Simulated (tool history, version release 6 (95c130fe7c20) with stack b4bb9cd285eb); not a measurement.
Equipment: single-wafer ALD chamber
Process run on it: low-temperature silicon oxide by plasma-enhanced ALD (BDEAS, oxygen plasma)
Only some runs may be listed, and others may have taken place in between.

run,hour,heater temperature setpoint (°C),number of ALD cycles (cycles),mean film thickness on the monitor wafer (angstrom)
1,0.0,100,46,68.024
2,8.5,98,47,69.548
3,12.7,97,48,72.093
4,14.0,95,48,72.373
5,16.0,103,48,70.910
6,22.4,101,49,72.037
7,30.6,98,49,72.984
8,33.3,96,49,74.483
9,40.5,94,49,74.082
10,45.4,92,49,74.695

What does the tool deliver on the next run?
11,48.5,90,49,?

{"run 11": {"mean film thickness on the monitor wafer (angstrom)": 75.447}}
